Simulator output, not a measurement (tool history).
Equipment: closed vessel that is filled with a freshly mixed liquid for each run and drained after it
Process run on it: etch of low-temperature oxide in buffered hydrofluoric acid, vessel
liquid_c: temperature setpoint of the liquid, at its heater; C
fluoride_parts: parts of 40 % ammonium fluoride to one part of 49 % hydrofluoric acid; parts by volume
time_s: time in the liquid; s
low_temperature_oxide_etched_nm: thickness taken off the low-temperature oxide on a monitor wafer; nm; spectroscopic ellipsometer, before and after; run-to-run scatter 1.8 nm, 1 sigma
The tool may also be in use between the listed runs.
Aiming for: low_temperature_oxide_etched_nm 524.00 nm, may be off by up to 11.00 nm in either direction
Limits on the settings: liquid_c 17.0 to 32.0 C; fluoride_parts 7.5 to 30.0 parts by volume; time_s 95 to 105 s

run,hour,liquid_c,fluoride_parts,time_s,low_temperature_oxide_etched_nm
1,0.0,24.0,20.5,95,230.26
2,5.3,25.5,18.5,95,272.94
3,12.8,25.5,24.0,95,223.43
4,15.9,26.5,21.5,95,253.95
5,24.9,27.5,19.0,95,297.97
6,26.9,28.5,17.5,95,338.55
7,32.5,32.0,11.0,95,642.89
8,41.4,31.5,11.0,95,623.76
9,42.5,31.0,11.0,95,611.09
10,49.8,30.5,11.0,95,594.51
11,54.5,30.0,11.0,95,578.29

4 candidate next runs follow, results not yet known. Just one meets every target within its allowed miss. Identify it.
A,59.2,28.0,11.5,100,?
B,59.2,28.5,10.5,95,?
C,59.2,32.0,12.0,100,?
D,59.2,30.0,10.0,95,?

move,low_temperature_oxide_etched_nm
A,522.78
B,557.23
C,618.69
D,632.34
A: hits every target within its allowed miss
B: better than the last run, though not everything is in spec
C: its largest miss is bigger than the last run's
D: its largest miss is bigger than the last run's
The move that meets every target is A.
